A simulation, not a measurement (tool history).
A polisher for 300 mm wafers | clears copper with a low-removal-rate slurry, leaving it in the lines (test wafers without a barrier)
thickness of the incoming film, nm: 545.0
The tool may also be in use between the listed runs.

run  hour  flow of slurry (ml/min)  pressure of the wafer on the pad (kPa)  speed of the pad under the wafer (cm/s)  abrasive content of the slurry  overpolish time after the end point (s)  time until the end point was called (s)  dishing of a wide line in a test structure (angstrom)
  1   0.0                      245                                    22.8                                      124                            1.00                                       18                                   148.44                                                 319.79
  2   8.9                      245                                    21.4                                      124                            1.00                                       16                                   159.57                                                 299.72
  3  11.8                      245                                    21.4                                      150                            1.00                                       16                                   138.03                                                 320.68
  4  18.5                      245                                    20.0                                      148                            1.00                                       14                                   149.24                                                 283.86
  5  24.3                      245                                    20.0                                      148                            1.00                                       20                                   151.47                                                 348.40
  6  26.0                      245                                    19.3                                      146                            1.00                                       18                                   156.48                                                 329.20
  7  27.1                      245                                    18.6                                      142                            1.00                                       16                                   169.91                                                 293.31
  8  30.5                      245                                    18.6                                      140                            1.00                                       14                                   166.79                                                 261.62
  9  37.2                      245                                    17.9                                      140                            1.00                                       13                                   178.43                                                 251.38
 10  39.7                      245                                    16.5                                      138                            1.00                                        5                                   188.72                                                 104.77
 11  48.1                      235                                    19.3                                      122                            0.95                                       13                                   187.86                                                 237.80
 12  55.6                      240                                    18.6                                      122                            0.95                                       13                                   189.51                                                 234.48

Forecast run 13:
 13  56.7                      240                                    18.6                                      122                            1.00                                       13                                        ?                                                      ?

Run 13 gave time until the end point was called (s) 192.19, dishing of a wide line in a test structure (angstrom) 236.73.

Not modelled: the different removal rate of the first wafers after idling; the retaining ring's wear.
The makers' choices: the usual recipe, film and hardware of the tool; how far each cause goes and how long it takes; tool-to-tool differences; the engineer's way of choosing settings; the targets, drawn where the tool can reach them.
